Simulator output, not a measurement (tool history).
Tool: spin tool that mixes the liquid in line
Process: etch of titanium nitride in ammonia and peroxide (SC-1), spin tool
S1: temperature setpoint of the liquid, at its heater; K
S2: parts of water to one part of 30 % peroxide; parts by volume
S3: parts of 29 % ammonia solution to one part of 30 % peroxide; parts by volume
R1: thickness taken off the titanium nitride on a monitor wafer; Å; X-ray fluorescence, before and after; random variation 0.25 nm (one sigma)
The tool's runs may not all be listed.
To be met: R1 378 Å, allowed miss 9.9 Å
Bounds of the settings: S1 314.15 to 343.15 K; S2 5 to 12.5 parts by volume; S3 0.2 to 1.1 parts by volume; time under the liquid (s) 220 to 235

{"run": 1, "hour": 0.0, "S1": 330.15, "S2": 7, "S3": 0.6, "time under the liquid (s)": 220, "R1": 156.24}
{"run": 2, "hour": 3.4, "S1": 333.15, "S2": 7, "S3": 0.6, "time under the liquid (s)": 220, "R1": 190.54}
{"run": 3, "hour": 9.8, "S1": 335.15, "S2": 7, "S3": 0.6, "time under the liquid (s)": 220, "R1": 218.22}
{"run": 4, "hour": 13.9, "S1": 335.15, "S2": 9, "S3": 0.6, "time under the liquid (s)": 220, "R1": 189.59}
{"run": 5, "hour": 17.8, "S1": 329.15, "S2": 9, "S3": 0.6, "time under the liquid (s)": 220, "R1": 130.43}
{"run": 6, "hour": 25.3, "S1": 335.65, "S2": 9, "S3": 0.6, "time under the liquid (s)": 220, "R1": 200.56}
{"run": 7, "hour": 28.2, "S1": 337.15, "S2": 8.5, "S3": 0.6, "time under the liquid (s)": 220, "R1": 227.73}
{"run": 8, "hour": 30.5, "S1": 338.65, "S2": 8, "S3": 0.6, "time under the liquid (s)": 220, "R1": 255.91}
{"run": 9, "hour": 38.0, "S1": 339.65, "S2": 7.5, "S3": 0.6, "time under the liquid (s)": 220, "R1": 280.4}
{"run": 10, "hour": 44.3, "S1": 340.15, "S2": 7, "S3": 0.6, "time under the liquid (s)": 220, "R1": 297.87}
{"run": 11, "hour": 46.7, "S1": 340.65, "S2": 7, "S3": 0.6, "time under the liquid (s)": 220, "R1": 311.81}
{"run": 12, "hour": 51.2, "S1": 341.15, "S2": 7, "S3": 0.6, "time under the liquid (s)": 220, "R1": 321.02}
{"run": 13, "hour": 52.9, "S1": 341.65, "S2": 7, "S3": 0.6, "time under the liquid (s)": 220, "R1": 329.52}
{"run": 14, "hour": 57.6, "S1": 342.15, "S2": 7, "S3": 0.6, "time under the liquid (s)": 220, "R1": 340.73}
{"run": 15, "hour": 62.1, "S1": 342.65, "S2": 6.5, "S3": 0.6, "time under the liquid (s)": 220, "R1": 363.27}

Which of these 5 next moves meets every target?
{"run": "A", "hour": 66.6, "S1": 343.15, "S2": 7, "S3": 0.55, "time under the liquid (s)": 235, "R1": "?"}
{"run": "B", "hour": 66.6, "S1": 341.65, "S2": 6.5, "S3": 0.75, "time under the liquid (s)": 220, "R1": "?"}
{"run": "C", "hour": 66.6, "S1": 343.15, "S2": 7, "S3": 0.6, "time under the liquid (s)": 220, "R1": "?"}
{"run": "D", "hour": 66.6, "S1": 343.15, "S2": 5.5, "S3": 0.6, "time under the liquid (s)": 220, "R1": "?"}
{"run": "E", "hour": 66.6, "S1": 340.65, "S2": 5.5, "S3": 0.6, "time under the liquid (s)": 230, "R1": "?"}

move=A R1=382.37
move=B R1=354.53
move=C R1=362.98
move=D R1=407.21
move=E R1=364.37
A: meets every target
B: further off than the last run
C: as far off as the last run
D: takes the result that was furthest off past its target
E: nearer than the last run, and not there yet
The right move is A.
